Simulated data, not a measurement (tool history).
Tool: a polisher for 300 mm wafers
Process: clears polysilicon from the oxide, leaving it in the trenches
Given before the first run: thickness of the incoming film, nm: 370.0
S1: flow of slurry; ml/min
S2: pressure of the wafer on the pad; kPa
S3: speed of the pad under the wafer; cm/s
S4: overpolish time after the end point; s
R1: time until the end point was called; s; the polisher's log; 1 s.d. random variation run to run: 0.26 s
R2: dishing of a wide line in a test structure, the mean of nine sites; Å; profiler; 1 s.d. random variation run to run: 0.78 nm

run  hour   S1    S2   S3  S4      R1      R2
  1     0  295  22.1  108  11  17.731  428.92
  2   4.9  295  22.1  108   8  18.105  434.88
  3   7.7  295  22.1  132   8    14.6  436.51
  4  15.3  255  22.1  132   8  15.147  435.45
  5  22.1  240    20  132   6  16.877  412.04
  6  25.2  240  24.1  132   6  13.813  422.68
  7  27.7  220  22.1  130   5  15.011  407.05
  8  30.9  220  22.1  130   5  15.357  403.38
  9  34.8  205  20.7  128   4  16.453  354.52
 10  42.3  205  19.3  128   4  17.737  355.47
 11  47.5  205  17.9  128   4  19.472  353.44

Estimate the outcome of run 12 from the log above:
 12  51.6  195  17.2  128   4   ?   ?

Run 12 came out at R1 20.034 s, R2 331.23 Å.

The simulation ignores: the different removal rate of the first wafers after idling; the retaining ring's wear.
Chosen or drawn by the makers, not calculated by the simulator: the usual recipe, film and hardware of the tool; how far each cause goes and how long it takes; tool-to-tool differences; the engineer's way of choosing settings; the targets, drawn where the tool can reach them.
